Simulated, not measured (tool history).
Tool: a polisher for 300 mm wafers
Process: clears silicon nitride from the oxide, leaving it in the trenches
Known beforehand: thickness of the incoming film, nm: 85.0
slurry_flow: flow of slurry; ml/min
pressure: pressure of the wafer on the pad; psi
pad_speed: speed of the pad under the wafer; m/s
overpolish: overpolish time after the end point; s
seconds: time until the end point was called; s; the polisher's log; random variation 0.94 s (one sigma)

Run 1, hour 0: slurry_flow 295 ml/min, pressure 3 psi, pad_speed 1.06 m/s, overpolish 39 s. Result: seconds 75.971 s.
Run 2, hour 7.5: slurry_flow 295 ml/min, pressure 3.2 psi, pad_speed 1.08 m/s, overpolish 39 s. Result: seconds 70.626 s.
Run 3, hour 9.9: slurry_flow 295 ml/min, pressure 3.2 psi, pad_speed 1.08 m/s, overpolish 43 s. Result: seconds 68.48 s.
Run 4, hour 11.1: slurry_flow 295 ml/min, pressure 3.2 psi, pad_speed 1.08 m/s, overpolish 39 s. Result: seconds 70.413 s.
Run 5, hour 15.9: slurry_flow 295 ml/min, pressure 3.4 psi, pad_speed 1.1 m/s, overpolish 39 s. Result: seconds 62.339 s.
Run 6, hour 21.8: slurry_flow 295 ml/min, pressure 3.5 psi, pad_speed 1.1 m/s, overpolish 39 s. Result: seconds 63.349 s.
Run 7, hour 23.3: slurry_flow 295 ml/min, pressure 3.6 psi, pad_speed 1.1 m/s, overpolish 39 s. Result: seconds 61.784 s.

What will run 8 give?
Run 8, hour 24.4: slurry_flow 295 ml/min, pressure 3.7 psi, pad_speed 1.1 m/s, overpolish 39 s. Result: seconds ?.

Logged for run 8: seconds 60.05 s.
